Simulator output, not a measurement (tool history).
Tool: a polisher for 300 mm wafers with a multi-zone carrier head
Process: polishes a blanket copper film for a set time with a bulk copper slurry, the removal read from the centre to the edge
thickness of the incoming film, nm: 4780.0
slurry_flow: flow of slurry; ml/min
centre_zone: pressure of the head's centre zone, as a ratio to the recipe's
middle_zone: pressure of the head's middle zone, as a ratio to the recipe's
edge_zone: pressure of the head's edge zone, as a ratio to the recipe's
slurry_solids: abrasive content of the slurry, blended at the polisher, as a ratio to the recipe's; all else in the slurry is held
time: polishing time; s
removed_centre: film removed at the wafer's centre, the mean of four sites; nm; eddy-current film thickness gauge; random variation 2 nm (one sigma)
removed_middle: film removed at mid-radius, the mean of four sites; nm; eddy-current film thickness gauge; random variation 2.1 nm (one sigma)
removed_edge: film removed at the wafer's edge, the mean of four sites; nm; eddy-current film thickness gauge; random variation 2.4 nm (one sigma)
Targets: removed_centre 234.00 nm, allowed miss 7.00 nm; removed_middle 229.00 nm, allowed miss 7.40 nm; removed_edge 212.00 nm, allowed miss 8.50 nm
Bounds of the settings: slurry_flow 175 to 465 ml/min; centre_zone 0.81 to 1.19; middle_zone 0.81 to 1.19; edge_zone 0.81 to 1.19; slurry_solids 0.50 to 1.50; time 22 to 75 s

Run 1, hour 0.0: slurry_flow 295 ml/min, centre_zone 1.00, middle_zone 1.00, edge_zone 1.00, slurry_solids 1.00, time 48 s. Result: removed_centre 403.43 nm, removed_middle 405.19 nm, removed_edge 423.62 nm.
Run 2, hour 6.9: slurry_flow 295 ml/min, centre_zone 0.92, middle_zone 1.00, edge_zone 1.00, slurry_solids 1.00, time 48 s. Result: removed_centre 371.78 nm, removed_middle 408.84 nm, removed_edge 437.42 nm.
Run 3, hour 14.8: slurry_flow 295 ml/min, centre_zone 0.92, middle_zone 1.00, edge_zone 1.00, slurry_solids 1.00, time 41 s. Result: removed_centre 318.91 nm, removed_middle 342.39 nm, removed_edge 369.63 nm.
Run 4, hour 17.0: slurry_flow 295 ml/min, centre_zone 0.92, middle_zone 1.00, edge_zone 1.07, slurry_solids 1.00, time 41 s. Result: removed_centre 320.69 nm, removed_middle 347.94 nm, removed_edge 389.08 nm.
Run 5, hour 22.1: slurry_flow 295 ml/min, centre_zone 0.92, middle_zone 1.00, edge_zone 1.07, slurry_solids 0.90, time 41 s. Result: removed_centre 303.37 nm, removed_middle 335.69 nm, removed_edge 368.90 nm.
Run 6, hour 22.9: slurry_flow 295 ml/min, centre_zone 0.86, middle_zone 1.00, edge_zone 1.07, slurry_solids 0.90, time 41 s. Result: removed_centre 283.19 nm, removed_middle 337.22 nm, removed_edge 368.83 nm.
At hour 25.1: edge zone pressure recalibrated.
Run 7, hour 25.1: slurry_flow 345 ml/min, centre_zone 0.96, middle_zone 1.07, edge_zone 0.97, slurry_solids 0.65, time 27 s. Result: removed_centre 189.72 nm, removed_middle 210.00 nm, removed_edge 195.84 nm.
Run 8, hour 25.9: slurry_flow 350 ml/min, centre_zone 1.01, middle_zone 1.09, edge_zone 1.00, slurry_solids 0.70, time 27 s. Result: removed_centre 207.91 nm, removed_middle 214.09 nm, removed_edge 208.98 nm.
Run 9, hour 27.5: slurry_flow 395 ml/min, centre_zone 1.09, middle_zone 1.16, edge_zone 0.94, slurry_solids 0.75, time 27 s. Result: removed_centre 229.79 nm, removed_middle 236.84 nm, removed_edge 207.66 nm.
Run 10, hour 28.3: slurry_flow 395 ml/min, centre_zone 1.09, middle_zone 1.15, edge_zone 0.95, slurry_solids 0.75, time 27 s. Result: removed_centre 228.99 nm, removed_middle 237.98 nm, removed_edge 208.13 nm.
Run 11, hour 31.3: slurry_flow 395 ml/min, centre_zone 1.09, middle_zone 1.15, edge_zone 0.95, slurry_solids 0.75, time 27 s. Result: removed_centre 231.04 nm, removed_middle 239.20 nm, removed_edge 211.45 nm.

Which of these 5 next moves meets every target?
Run A, hour 34.3: slurry_flow 465 ml/min, centre_zone 1.09, middle_zone 1.19, edge_zone 0.91, slurry_solids 0.75, time 28 s. Result: removed_centre ?, removed_middle ?, removed_edge ?.
Run B, hour 34.3: slurry_flow 400 ml/min, centre_zone 1.14, middle_zone 1.19, edge_zone 1.02, slurry_solids 0.75, time 27 s. Result: removed_centre ?, removed_middle ?, removed_edge ?.
Run C, hour 34.3: slurry_flow 465 ml/min, centre_zone 1.04, middle_zone 1.09, edge_zone 0.82, slurry_solids 0.50, time 34 s. Result: removed_centre ?, removed_middle ?, removed_edge ?.
Run D, hour 34.3: slurry_flow 375 ml/min, centre_zone 1.10, middle_zone 1.09, edge_zone 0.95, slurry_solids 0.80, time 27 s. Result: removed_centre ?, removed_middle ?, removed_edge ?.
Run E, hour 34.3: slurry_flow 400 ml/min, centre_zone 1.02, middle_zone 1.13, edge_zone 1.00, slurry_solids 0.55, time 31 s. Result: removed_centre ?, removed_middle ?, removed_edge ?.

move  removed_centre  removed_middle  removed_edge
   A          246.06          257.60        215.72
   B          245.53          245.83        217.89
   C          239.36          244.73        210.35
   D          240.98          233.06        215.00
   E          222.03          238.53        218.54
A: further off than the last run
B: further off than the last run
C: further off than the last run
D: meets every target
E: further off than the last run
Move D is the one to make.
